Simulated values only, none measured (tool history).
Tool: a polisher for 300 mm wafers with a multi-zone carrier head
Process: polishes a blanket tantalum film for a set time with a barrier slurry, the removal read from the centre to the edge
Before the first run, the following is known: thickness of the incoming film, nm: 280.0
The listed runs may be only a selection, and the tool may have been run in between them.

run    day  flow of slurry (ml/min)  pressure of the head's centre zone  pressure of the head's middle zone  pressure of the head's edge zone  abrasive content of the slurry  polishing time (s)  film removed at the wafer's centre (Å)  film removed at mid-radius (Å)  film removed at the wafer's edge (Å)
  1      0                      155                                   1                                   1                                 1                               1                  40                                  838.74                           840.3                                811.76
  2  0.279                      170                                1.05                                1.01                              1.04                            1.15                  41                                  944.83                          912.65                                877.34
  3  0.471                      155                                1.05                                1.01                              1.04                            1.15                  41                                  918.72                          900.75                                873.18
  4  0.758                      155                                1.05                                0.94                              1.04                            1.15                  41                                   915.1                          813.75                                879.09
  5    1.1                      170                                1.09                                0.96                              1.06                            1.25                  43                                  1036.3                          910.53                                929.76
  6  1.317                      170                                1.09                                0.88                              1.06                            1.25                  43                                  1016.1                           865.4                                 938.3
  7  1.625                      175                                1.11                                 0.9                              1.07                            1.35                  45                                  1135.6                          938.91                                1002.4
  8  1.817                      180                                1.11                                0.92                              1.08                             1.4                  46                                  1131.8                          978.28                                1041.8
  9  1.983                      180                                1.11                                0.92                              1.08                             1.4                  46                                    1153                          974.64                                1025.1
 10  2.246                      185                                1.12                                0.94                              1.09                            1.45                  48                                  1232.8                          1037.9                                  1100

Forecast run 11:
 11  2.521                      190                                1.13                                0.96                              1.09                            1.45                  49                                       ?                               ?                                     ?

film removed at the wafer's centre (Å): 1280.1
film removed at mid-radius (Å): 1060.5
film removed at the wafer's edge (Å): 1103.5
